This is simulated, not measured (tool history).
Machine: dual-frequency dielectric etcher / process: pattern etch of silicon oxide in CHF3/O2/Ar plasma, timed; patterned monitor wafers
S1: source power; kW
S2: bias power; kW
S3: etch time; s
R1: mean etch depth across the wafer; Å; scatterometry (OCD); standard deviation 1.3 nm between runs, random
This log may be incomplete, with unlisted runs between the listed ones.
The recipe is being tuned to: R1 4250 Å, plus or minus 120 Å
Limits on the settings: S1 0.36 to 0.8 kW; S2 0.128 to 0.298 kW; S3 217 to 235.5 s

run 1 day=0 | S1=0.58 S2=0.213 S3=235.5 | R1=5166.3
run 2 day=0.075 | S1=0.53 S2=0.213 S3=235.5 | R1=5013.1
run 3 day=0.421 | S1=0.53 S2=0.246 S3=235.5 | R1=5363.2
run 4 day=0.738 | S1=0.61 S2=0.246 S3=235.5 | R1=5615.3
run 5 day=1.008 | S1=0.58 S2=0.232 S3=232.5 | R1=5298.2
run 6 day=1.204 | S1=0.56 S2=0.221 S3=230.5 | R1=5079.4
run 7 day=1.567 | S1=0.54 S2=0.213 S3=229 | R1=4898.9
run 8 day=1.892 | S1=0.52 S2=0.208 S3=228.5 | R1=4778
run 9 day=2.142 | S1=0.5 S2=0.205 S3=228 | R1=4704.8
run 10 day=2.5 | S1=0.5 S2=0.205 S3=228 | R1=4675.4
run 11 day=2.721 | S1=0.48 S2=0.203 S3=227.5 | R1=4597
run 12 day=3.079 | S1=0.46 S2=0.201 S3=227.5 | R1=4501.1
run 13 day=3.254 | S1=0.45 S2=0.2 S3=227.5 | R1=4463.2
run 14 day=3.579 | S1=0.44 S2=0.199 S3=227.5 | R1=4415.4
run 15 day=3.921 | S1=0.43 S2=0.198 S3=227.5 | R1=4376.9

Which one of the following 5 next-run settings gets every result inside its allowed miss? There is exactly one.
run A day=4.262 | S1=0.45 S2=0.214 S3=235.5 | R1=?
run B day=4.262 | S1=0.41 S2=0.208 S3=217 | R1=?
run C day=4.262 | S1=0.5 S2=0.176 S3=235.5 | R1=?
run D day=4.262 | S1=0.46 S2=0.204 S3=226.5 | R1=?
run E day=4.262 | S1=0.38 S2=0.166 S3=229.5 | R1=?

move=A R1=4756.1
move=B R1=4197.3
move=C R1=4496.5
move=D R1=4506.4
move=E R1=3894.7
A: its largest miss is bigger than the last run's
B: every result lands within tolerance
C: its largest miss is bigger than the last run's
D: its largest miss is bigger than the last run's
E: moves the result that the last run missed by most past its target, out the other side
B meets every target.
